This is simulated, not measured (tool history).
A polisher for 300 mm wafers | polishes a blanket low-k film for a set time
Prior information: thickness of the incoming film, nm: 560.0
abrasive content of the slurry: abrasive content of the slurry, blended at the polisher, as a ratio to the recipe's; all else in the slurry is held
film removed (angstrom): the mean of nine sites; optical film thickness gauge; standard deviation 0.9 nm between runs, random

run,hour,flow of slurry (ml/min),pressure of the wafer on the pad (kPa),speed of the pad under the wafer (cm/s),abrasive content of the slurry,polishing time (s),film removed (angstrom)
1,0.0,175,13.1,124,1.0,103,473.91
2,3.1,175,13.8,124,1.0,103,504.91
3,7.8,175,11.0,124,1.0,103,422.27
4,14.5,175,11.0,138,1.0,103,455.98
5,19.6,175,11.0,138,1.2,103,511.04
6,21.3,175,11.7,138,1.2,103,519.87
7,24.7,175,11.7,138,1.2,103,538.84
8,29.8,175,12.4,138,1.2,103,550.55

Forecast run 9:
9,31.4,175,13.1,138,1.2,103,?

film removed (angstrom): 574.14

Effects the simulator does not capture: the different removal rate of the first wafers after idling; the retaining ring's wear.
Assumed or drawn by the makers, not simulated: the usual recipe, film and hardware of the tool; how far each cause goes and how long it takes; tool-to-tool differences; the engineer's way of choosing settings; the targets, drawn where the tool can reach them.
